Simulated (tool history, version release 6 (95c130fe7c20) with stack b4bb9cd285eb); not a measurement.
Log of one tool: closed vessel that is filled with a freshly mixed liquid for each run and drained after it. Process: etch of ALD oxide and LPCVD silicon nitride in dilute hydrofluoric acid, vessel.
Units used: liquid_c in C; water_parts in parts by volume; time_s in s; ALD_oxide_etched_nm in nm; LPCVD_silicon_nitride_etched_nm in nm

run,hour,liquid_c,water_parts,time_s,ALD_oxide_etched_nm,LPCVD_silicon_nitride_etched_nm
1,0,21,215,305,14.577,0.61099
2,7.8,21,140,305,24.001,0.96041
3,13.5,19,140,305,22.347,0.88228
4,19.4,19,85,305,38.808,1.3531
5,26.2,19,115,305,27.785,0.98355
6,32.5,21,115,305,30.302,1.1244
7,34.9,17,205,305,13.224,0.49378
8,36.9,17,215,305,12.494,0.50043
9,38.7,17,220,305,12.055,0.46625
10,41.7,17,225,305,11.761,0.42235
11,42.7,17.5,230,305,11.722,0.5036

What does the tool deliver on the next run?
12,50.8,17.5,235,305,?,?

ALD_oxide_etched_nm: 11.362 nm
LPCVD_silicon_nitride_etched_nm: 0.45618 nm

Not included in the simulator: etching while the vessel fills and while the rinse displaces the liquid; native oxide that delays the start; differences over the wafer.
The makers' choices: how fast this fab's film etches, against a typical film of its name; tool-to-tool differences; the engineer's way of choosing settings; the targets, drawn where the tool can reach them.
